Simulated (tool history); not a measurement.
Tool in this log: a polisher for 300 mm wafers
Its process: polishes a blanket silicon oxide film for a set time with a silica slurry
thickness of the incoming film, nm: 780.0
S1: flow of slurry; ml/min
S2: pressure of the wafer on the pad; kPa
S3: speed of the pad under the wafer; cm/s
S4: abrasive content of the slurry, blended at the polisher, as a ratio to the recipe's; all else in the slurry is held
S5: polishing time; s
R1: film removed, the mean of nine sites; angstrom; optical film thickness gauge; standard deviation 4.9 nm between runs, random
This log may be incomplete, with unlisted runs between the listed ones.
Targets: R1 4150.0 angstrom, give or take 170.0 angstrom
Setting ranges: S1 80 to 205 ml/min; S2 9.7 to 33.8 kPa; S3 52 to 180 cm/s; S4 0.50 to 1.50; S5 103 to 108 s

run,hour,S1,S2,S3,S4,S5,R1
1,0.0,135,21.4,116,1.00,103,2168.2
2,7.4,135,21.4,116,0.85,103,1920.7
3,13.5,140,24.8,122,0.85,103,2360.4
4,21.8,140,24.8,122,1.00,103,2505.4
5,26.0,140,26.9,128,1.00,103,2846.1
6,30.9,140,26.9,128,1.00,108,2970.2
7,36.0,140,29.0,130,1.00,108,3226.0
8,39.6,145,30.3,132,1.00,108,3434.6
9,43.1,145,33.8,140,1.00,108,3866.8
10,49.1,145,33.8,142,1.00,108,3893.7
11,51.4,145,33.8,144,1.00,108,3934.3
12,54.3,145,33.8,144,1.00,108,4017.6

4 next moves are on the table. One of them brings every result within its allowed miss. Which?
A,57.2,150,33.8,132,1.20,108,?
B,57.2,150,33.1,134,1.15,104,?
C,57.2,140,33.8,132,0.95,107,?
D,57.2,150,33.1,144,0.90,108,?

move,R1
A,4204.9
B,3928.7
C,3612.2
D,3697.8
A: meets every target
B: the biggest miss grows against the last run
C: the biggest miss grows against the last run
D: the biggest miss grows against the last run
So the answer is move A, the one that meets all the targets.
